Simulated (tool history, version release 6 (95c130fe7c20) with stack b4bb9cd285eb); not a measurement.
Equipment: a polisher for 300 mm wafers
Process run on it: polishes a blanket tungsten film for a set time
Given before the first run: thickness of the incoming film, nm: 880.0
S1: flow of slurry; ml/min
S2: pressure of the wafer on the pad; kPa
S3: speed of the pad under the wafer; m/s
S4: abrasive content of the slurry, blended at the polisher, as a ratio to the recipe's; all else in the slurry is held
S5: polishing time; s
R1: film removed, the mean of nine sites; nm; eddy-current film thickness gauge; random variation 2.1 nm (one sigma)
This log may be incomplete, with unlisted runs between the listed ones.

run  hour   S1    S2    S3  S4  S5      R1
  1     0  210  17.2   1.4   1  29  138.89
  2   7.1  215  19.3   1.4   1  29  153.43
  3  11.8  215  19.3  1.16   1  29   127.4
  4  16.3  215  19.3  1.04   1  29  115.49
  5  20.1  220  21.4  1.14   1  29  140.32
  6  25.6  220  21.4  1.14   1  27  129.14
  7  26.4  220  22.8  1.26   1  27  153.16
  8  27.2  220  24.1  1.34   1  27  170.44

Run 9 comes next. What will it give?
  9  34.8  225  24.8  1.42   1  27   ?

{"run 9": {"R1": 188.69}}
